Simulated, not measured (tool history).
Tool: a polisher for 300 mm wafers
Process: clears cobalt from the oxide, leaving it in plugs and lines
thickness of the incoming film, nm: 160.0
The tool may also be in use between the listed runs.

run    day  flow of slurry (ml/min)  pressure of the wafer on the pad (kPa)  speed of the pad under the wafer (cm/s)  overpolish time after the end point (s)  time until the end point was called (s)  dishing of a wide line in a test structure (Å)
  1  0.000                      210                                    17.2                                      130                                       22                                   20.079                                          690.32
  2  0.354                      210                                    17.2                                      130                                       31                                   20.382                                          719.15
  3  0.500                      210                                    14.5                                      126                                       30                                   24.487                                          700.98
  4  0.675                      210                                    12.4                                      122                                       27                                   29.330                                          651.90
  5  0.817                      210                                    11.0                                      122                                       26                                   32.183                                          623.33
  6  0.871                      210                                    11.0                                      122                                       34                                   32.486                                          680.37
  7  1.212                      210                                    10.3                                      122                                       32                                   33.337                                          652.71

Forecast run 8:
  8  1.521                      210                                     9.7                                      122                                       31                                        ?                                               ?

{"run 8": {"time until the end point was called (s)": 36.866, "dishing of a wide line in a test structure (Å)": 644.81}}
